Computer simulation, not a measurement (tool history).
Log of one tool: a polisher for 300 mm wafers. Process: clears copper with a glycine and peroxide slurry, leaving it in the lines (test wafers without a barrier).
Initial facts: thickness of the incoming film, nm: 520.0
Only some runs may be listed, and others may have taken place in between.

run	day	flow of slurry (ml/min)	pressure of the wafer on the pad (kPa)	speed of the pad under the wafer (m/s)	overpolish time after the end point (s)	time until the end point was called (s)	dishing of a wide line in a test structure (nm)
1	0.000	130	23.4	0.78	19	117.82	57.958
2	0.083	130	23.4	0.68	19	131.41	52.689
3	0.133	130	29.0	0.68	19	111.66	58.046
4	0.292	100	29.0	0.68	19	122.56	57.213
5	0.642	125	29.0	0.68	19	115.01	58.441
# day 0.692: slurry nozzle cleaned
6	0.692	125	29.0	0.48	19	142.52	49.595

Run 7 is up next; what results do you expect?
7	0.954	155	28.3	0.52	10	?	?

Run 7 yielded time until the end point was called (s) 134.23, dishing of a wide line in a test structure (nm) 29.747.
